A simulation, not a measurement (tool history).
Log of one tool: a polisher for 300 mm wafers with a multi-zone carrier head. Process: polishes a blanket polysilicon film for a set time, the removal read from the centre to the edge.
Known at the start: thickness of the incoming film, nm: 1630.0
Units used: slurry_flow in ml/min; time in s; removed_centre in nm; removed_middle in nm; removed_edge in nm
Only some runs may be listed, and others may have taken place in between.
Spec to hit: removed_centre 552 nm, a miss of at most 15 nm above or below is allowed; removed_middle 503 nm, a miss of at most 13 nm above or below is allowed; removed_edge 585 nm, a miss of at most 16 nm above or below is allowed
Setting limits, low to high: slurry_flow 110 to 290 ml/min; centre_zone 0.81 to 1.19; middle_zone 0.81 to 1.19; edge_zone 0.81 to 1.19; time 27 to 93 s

run  hour  slurry_flow  centre_zone  middle_zone  edge_zone  time  removed_centre  removed_middle  removed_edge
  1     0          185            1            1          1    59          517.39          544.14        523.67
  2     5          185            1         0.94          1    59          517.88          518.09        519.65
  3   8.9          220            1         0.94          1    59          534.25          525.16        533.23
  4    14          230            1         0.92       1.04    59          541.87          528.72        548.14
  5  20.8          230            1            1       1.04    59          547.47          563.01        553.88
  6  23.2          230         1.01         0.95       1.08    59          532.72          539.65        560.03
  7  29.4          235         1.02         0.91        1.1    59          555.36          516.12        569.54
  8  35.8          235         1.02          0.9       1.12    59          544.52           519.5        569.16

4 next moves are on the table. One of them brings every result within its allowed miss. Which?
  A  42.2          180         1.02         0.86       1.14    62               ?               ?             ?
  B  42.2          250         1.06         0.92       1.09    57               ?               ?             ?
  C  42.2          225         1.08         0.91       1.13    57               ?               ?             ?
  D  42.2          210         1.02            1       1.06    60               ?               ?             ?

move  removed_centre  removed_middle  removed_edge
   A          557.92          501.66        590.19
   B           560.4          511.72        549.28
   C          561.24          500.19        553.83
   D          555.74          564.48        559.68
A: each result inside its tolerance
B: gets the furthest-off result to its target, but another result is out of tolerance
C: gets the furthest-off result to its target, but another result is out of tolerance
D: its largest miss is bigger than the last run's
So the answer is move A, the one that meets all the targets.
